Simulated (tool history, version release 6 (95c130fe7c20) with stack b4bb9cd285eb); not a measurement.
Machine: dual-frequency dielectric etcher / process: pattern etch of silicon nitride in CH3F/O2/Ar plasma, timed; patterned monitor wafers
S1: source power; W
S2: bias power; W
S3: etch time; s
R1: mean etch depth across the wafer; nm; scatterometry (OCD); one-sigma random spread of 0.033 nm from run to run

run	day	S1	S2	S3	R1
1	0	550	67	26	18.908
2	0.254	550	67	24	17.344
3	0.554	600	67	24	18.271
4	0.783	530	67	24	17.029
5	0.967	600	67	24	18.235
6	1.025	550	65	24	17.242
7	1.142	550	65	24	17.126
8	1.317	510	65	24	16.398
9	1.662	480	65	24	15.878
10	1.996	460	65	24	15.526
11	2.029	440	65	24	15.11

Predict the results of run 12:
12	2.246	370	64	24	?

Logged for run 12: R1 13.318 nm.
